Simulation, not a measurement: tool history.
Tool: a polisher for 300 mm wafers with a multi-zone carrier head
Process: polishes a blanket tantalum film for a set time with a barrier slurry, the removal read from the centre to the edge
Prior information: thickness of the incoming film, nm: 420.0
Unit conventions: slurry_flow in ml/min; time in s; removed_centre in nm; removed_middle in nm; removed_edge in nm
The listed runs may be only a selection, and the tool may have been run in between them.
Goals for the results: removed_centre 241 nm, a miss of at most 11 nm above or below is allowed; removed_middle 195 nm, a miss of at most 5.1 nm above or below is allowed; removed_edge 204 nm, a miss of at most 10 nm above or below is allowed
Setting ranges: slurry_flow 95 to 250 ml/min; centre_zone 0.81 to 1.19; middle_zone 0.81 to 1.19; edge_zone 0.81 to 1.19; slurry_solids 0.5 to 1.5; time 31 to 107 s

run	day	slurry_flow	centre_zone	middle_zone	edge_zone	slurry_solids	time	removed_centre	removed_middle	removed_edge
1	0	160	1	1	1	1	69	164.39	161.75	162.42
2	0.196	160	1	0.96	1	1	69	160.98	159.75	161.22
3	0.388	160	1	0.96	1	1.1	69	164.01	161.21	168.57
4	0.558	160	1	0.96	1.05	1.1	69	164.76	161.43	168.39
5	0.712	175	1.06	0.98	1.05	1.25	69	185.91	170.25	178.74
6	0.762	175	1.06	0.98	1.05	1.35	69	184.12	175.36	180.94
7	0.95	190	1.1	0.99	1.07	1.4	70	202.21	181.67	186.58
8	1.217	195	1.13	0.99	1.09	1.45	71	213.09	187.06	189.96
9	1.321	200	1.14	0.98	1.1	1.45	72	215.84	189.53	192.69
10	1.629	200	1.16	0.96	1.1	1.45	73	226.78	189.75	199.8
11	1.912	200	1.16	0.96	1.1	1.45	73	223.11	190.55	199.93
12	1.975	210	1.17	0.95	1.08	1.45	73	231.44	188.59	201.64

Below are 4 possible settings for the next run. Only one of them brings all results inside the allowed miss of their targets. Which is it?
A	2.038	200	1.19	0.91	1.04	1.4	76	?	?	?
B	2.038	200	1.19	0.86	1.08	1.5	76	?	?	?
C	2.038	200	1.19	0.98	1.14	1.45	75	?	?	?
D	2.038	230	1.19	0.86	1.04	1.45	75	?	?	?

move	removed_centre	removed_middle	removed_edge
A	238.74	186.73	198.86
B	242.02	180.71	204.43
C	237.42	197.46	203.93
D	242.49	180.65	200.72
A: its largest miss is bigger than the last run's
B: its largest miss is bigger than the last run's
C: hits every target within its allowed miss
D: its largest miss is bigger than the last run's
So the answer is move C, the one that meets all the targets.
